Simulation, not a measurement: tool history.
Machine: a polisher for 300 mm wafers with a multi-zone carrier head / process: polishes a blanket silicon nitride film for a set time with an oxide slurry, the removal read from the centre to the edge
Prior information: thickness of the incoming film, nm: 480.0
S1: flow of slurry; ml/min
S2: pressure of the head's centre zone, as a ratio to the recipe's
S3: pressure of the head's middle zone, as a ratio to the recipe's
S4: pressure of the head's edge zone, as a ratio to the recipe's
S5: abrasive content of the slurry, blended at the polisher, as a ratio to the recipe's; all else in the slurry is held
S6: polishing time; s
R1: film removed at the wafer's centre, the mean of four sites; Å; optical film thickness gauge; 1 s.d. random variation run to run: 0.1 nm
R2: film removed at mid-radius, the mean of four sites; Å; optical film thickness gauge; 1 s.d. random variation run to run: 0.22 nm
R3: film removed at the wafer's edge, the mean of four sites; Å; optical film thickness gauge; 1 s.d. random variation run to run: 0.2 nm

run 1 hour=0.0 | S1=130 S2=1.00 S3=1.00 S4=1.00 S5=1.00 S6=32 | R1=291.47 R2=295.69 R3=294.51
run 2 hour=3.9 | S1=120 S2=0.95 S3=0.96 S4=0.97 S5=0.85 S6=30 | R1=227.16 R2=226.57 R3=242.63
run 3 hour=10.9 | S1=115 S2=0.92 S3=0.96 S4=0.93 S5=0.75 S6=30 | R1=195.29 R2=201.79 R3=208.37
run 4 hour=18.1 | S1=115 S2=0.92 S3=0.96 S4=0.93 S5=0.65 S6=30 | R1=161.76 R2=174.32 R3=173.02
run 5 hour=22.8 | S1=115 S2=0.92 S3=0.96 S4=0.97 S5=0.65 S6=30 | R1=163.58 R2=167.25 R3=174.70
run 6 hour=27.5 | S1=105 S2=0.90 S3=0.96 S4=0.97 S5=0.65 S6=30 | R1=156.71 R2=162.85 R3=174.19
run 7 hour=28.6 | S1=100 S2=0.89 S3=0.96 S4=0.97 S5=0.65 S6=30 | R1=153.23 R2=164.47 R3=173.75
run 8 hour=37.4 | S1=85 S2=0.88 S3=0.91 S4=0.95 S5=0.60 S6=30 | R1=131.06 R2=136.24 R3=148.80
run 9 hour=43.4 | S1=95 S2=0.88 S3=0.92 S4=0.96 S5=0.60 S6=30 | R1=135.70 R2=141.09 R3=152.26
run 10 hour=46.2 | S1=95 S2=0.88 S3=0.92 S4=0.96 S5=0.60 S6=30 | R1=133.02 R2=139.87 R3=151.74
run 11 hour=55.2 | S1=105 S2=0.88 S3=0.93 S4=0.97 S5=0.60 S6=30 | R1=137.50 R2=141.00 R3=154.00

Run 12, settings as shown, results not yet in. Your forecast:
run 12 hour=57.9 | S1=105 S2=0.88 S3=0.95 S4=0.99 S5=0.60 S6=30 | R1=? R2=? R3=?

Run 12 measured R1 137.22 Å, R2 148.26 Å, R3 158.88 Å.
